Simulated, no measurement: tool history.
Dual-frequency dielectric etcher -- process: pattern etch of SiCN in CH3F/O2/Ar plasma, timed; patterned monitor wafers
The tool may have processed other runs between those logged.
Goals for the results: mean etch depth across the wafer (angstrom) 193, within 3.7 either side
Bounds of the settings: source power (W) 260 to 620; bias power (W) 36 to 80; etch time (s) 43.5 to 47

run  hour  source power (W)  bias power (W)  etch time (s)  mean etch depth across the wafer (angstrom)
  1     0               440              58             47                                       174.69
  2   3.4               490              58             47                                       181.74
  3  11.3               490              58           43.5                                       168.69
  4  12.7               410              58           43.5                                       156.94
  5  17.7               440              58           43.5                                       161.47
  6  19.5               440              63           43.5                                       165.76
  7  23.9               440              63           43.5                                       165.73
  8  31.6               440              63           43.5                                       165.74
  9  33.2               460              64           43.5                                       171.19
 10  37.6               470              64           43.5                                       168.77
 11  40.6               490              65           43.5                                       172.83
 12  42.8               500              66           43.5                                        174.4
 13  47.8               510              67           43.5                                       177.04
 14    54               520              68           43.5                                        180.7
 15    57               530              68           43.5                                       181.26
 16  59.6               540              68           43.5                                       182.63
 17  67.4               550              68           43.5                                       182.13
 18  75.3               560              69           43.5                                       183.97
 19  76.8               570              69           43.5                                       187.27
 20  83.9               590              70           43.5                                       188.86

Exactly one of the 4 candidate moves below puts every result within its allowed miss. Which one?
  A    91               510              80           43.5                                            ?
  B    91               560              62           44.5                                            ?
  C    91               620              59           43.5                                            ?
  D    91               610              73           43.5                                            ?

move  mean etch depth across the wafer (angstrom)
   A                                       187.66
   B                                       184.69
   C                                        184.9
   D                                       194.78
A: lands further from the targets than the last run did
B: lands further from the targets than the last run did
C: lands further from the targets than the last run did
D: hits every target within its allowed miss
Correct choice: D, which meets every target

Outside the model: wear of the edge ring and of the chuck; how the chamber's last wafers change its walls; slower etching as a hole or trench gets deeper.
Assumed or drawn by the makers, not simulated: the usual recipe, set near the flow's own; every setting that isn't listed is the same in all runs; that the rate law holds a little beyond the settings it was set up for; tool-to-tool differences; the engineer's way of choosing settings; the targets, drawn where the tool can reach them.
